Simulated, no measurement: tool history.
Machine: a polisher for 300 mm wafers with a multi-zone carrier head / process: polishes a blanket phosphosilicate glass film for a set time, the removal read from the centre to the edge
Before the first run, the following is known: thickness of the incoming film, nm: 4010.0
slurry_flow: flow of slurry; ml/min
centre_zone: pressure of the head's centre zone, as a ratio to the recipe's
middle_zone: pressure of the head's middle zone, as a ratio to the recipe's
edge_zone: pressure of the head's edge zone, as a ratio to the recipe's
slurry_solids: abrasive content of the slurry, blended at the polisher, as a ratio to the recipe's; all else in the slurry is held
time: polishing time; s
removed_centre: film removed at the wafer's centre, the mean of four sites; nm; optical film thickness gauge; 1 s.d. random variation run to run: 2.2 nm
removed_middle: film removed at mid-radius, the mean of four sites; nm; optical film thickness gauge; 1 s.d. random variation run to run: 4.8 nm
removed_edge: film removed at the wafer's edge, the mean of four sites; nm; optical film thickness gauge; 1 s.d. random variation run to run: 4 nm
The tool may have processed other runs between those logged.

run,hour,slurry_flow,centre_zone,middle_zone,edge_zone,slurry_solids,time,removed_centre,removed_middle,removed_edge
1,0,215,1,1,1,1,83,499.93,507.09,497.86
2,2.9,225,1.01,0.99,0.96,0.85,79,457.99,458.71,438.42
3,6.2,225,1.02,0.97,0.93,0.75,76,422.94,420.03,400.08
4,8.5,225,1.02,0.97,0.93,0.6,76,392.7,390.85,371.43
5,16,220,1.03,0.96,0.9,0.55,74,381.48,372.41,343.74
6,24.2,220,1.03,0.96,0.98,0.55,74,373.34,366.8,362.95
7,25.5,205,1.03,0.95,0.94,0.55,73,367.33,348.16,339.78
8,31.9,195,1.03,0.95,0.92,0.55,73,364.03,354.76,344.8

Estimate the outcome of run 9 from the log above:
9,39.3,200,1.03,0.94,0.9,0.55,72,?,?,?

{"run 9": {"removed_centre": 361.63, "removed_middle": 340.13, "removed_edge": 324.9}}
